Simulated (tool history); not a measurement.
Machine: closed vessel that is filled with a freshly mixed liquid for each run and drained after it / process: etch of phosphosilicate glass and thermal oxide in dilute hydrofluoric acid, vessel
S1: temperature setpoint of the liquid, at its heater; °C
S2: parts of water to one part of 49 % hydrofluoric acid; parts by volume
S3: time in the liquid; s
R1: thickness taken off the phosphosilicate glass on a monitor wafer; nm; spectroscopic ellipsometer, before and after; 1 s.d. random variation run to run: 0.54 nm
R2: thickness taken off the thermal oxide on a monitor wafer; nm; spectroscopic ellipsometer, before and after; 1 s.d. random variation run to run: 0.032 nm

Run 1, hour 0: S1 25 °C, S2 115 parts by volume, S3 60 s. Result: R1 65.293 nm, R2 2.7175 nm.
Run 2, hour 7.3: S1 25 °C, S2 150 parts by volume, S3 60 s. Result: R1 49.451 nm, R2 1.9513 nm.
Run 3, hour 15.6: S1 25 °C, S2 125 parts by volume, S3 60 s. Result: R1 60.034 nm, R2 2.4711 nm.
Run 4, hour 17.1: S1 25 °C, S2 95 parts by volume, S3 60 s. Result: R1 81.565 nm, R2 3.3594 nm.
Run 5, hour 23.4: S1 27 °C, S2 95 parts by volume, S3 60 s. Result: R1 88.59 nm, R2 3.5363 nm.
Run 6, hour 29.5: S1 24.5 °C, S2 95 parts by volume, S3 60 s. Result: R1 80.226 nm, R2 3.3448 nm.
Run 7, hour 35.1: S1 24 °C, S2 100 parts by volume, S3 60 s. Result: R1 75.19 nm, R2 3.0932 nm.
Run 8, hour 40.1: S1 23 °C, S2 100 parts by volume, S3 60 s. Result: R1 70.22 nm, R2 2.9964 nm.

Expected results for the next run?
Run 9, hour 43.5: S1 23 °C, S2 105 parts by volume, S3 60 s. Result: R1 ?, R2 ?.

{"run 9": {"R1": 66.712, "R2": 2.7753}}
